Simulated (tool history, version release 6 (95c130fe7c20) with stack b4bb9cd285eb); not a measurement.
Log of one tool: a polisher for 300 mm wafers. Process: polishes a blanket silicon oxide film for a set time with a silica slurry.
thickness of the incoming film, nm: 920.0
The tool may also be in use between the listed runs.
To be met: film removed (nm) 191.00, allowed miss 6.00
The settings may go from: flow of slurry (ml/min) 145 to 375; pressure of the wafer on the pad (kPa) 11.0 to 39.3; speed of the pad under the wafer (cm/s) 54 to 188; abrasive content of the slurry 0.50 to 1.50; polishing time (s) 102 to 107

| run | hour | flow of slurry (ml/min) | pressure of the wafer on the pad (kPa) | speed of the pad under the wafer (cm/s) | abrasive content of the slurry | polishing time (s) | film removed (nm) |
|---|---|---|---|---|---|---|---|
| 1 | 0.0 | 240 | 24.8 | 120 | 1.00 | 102 | 227.37 |
| 2 | 7.2 | 240 | 24.8 | 120 | 1.00 | 107 | 236.06 |
| 3 | 14.0 | 240 | 30.3 | 120 | 1.00 | 107 | 290.11 |
| 4 | 16.8 | 185 | 30.3 | 120 | 1.00 | 107 | 282.10 |
| 5 | 25.7 | 185 | 28.3 | 120 | 1.00 | 107 | 259.87 |
| 6 | 27.1 | 185 | 24.8 | 120 | 1.00 | 107 | 232.10 |
| 7 | 32.9 | 185 | 23.4 | 120 | 1.00 | 107 | 221.27 |
| 8 | 41.1 | 185 | 22.8 | 120 | 1.00 | 107 | 213.67 |
| 9 | 45.5 | 185 | 22.1 | 120 | 1.00 | 107 | 208.35 |
| 10 | 46.4 | 185 | 21.4 | 120 | 1.00 | 107 | 200.57 |

Which of these 5 next moves meets every target?
| A | 47.3 | 195 | 20.7 | 118 | 1.00 | 107 | ? |
| B | 47.3 | 175 | 20.7 | 106 | 1.00 | 102 | ? |
| C | 47.3 | 235 | 18.6 | 162 | 1.10 | 102 | ? |
| D | 47.3 | 155 | 20.7 | 122 | 1.15 | 107 | ? |
| E | 47.3 | 175 | 21.4 | 116 | 0.85 | 104 | ? |

| move | film removed (nm) |
|---|---|
| A | 192.92 |
| B | 171.86 |
| C | 210.19 |
| D | 202.82 |
| E | 177.74 |
A: meets every target
B: takes the result that was furthest off past its target
C: further off than the last run
D: further off than the last run
E: takes the result that was furthest off past its target
Answer: A
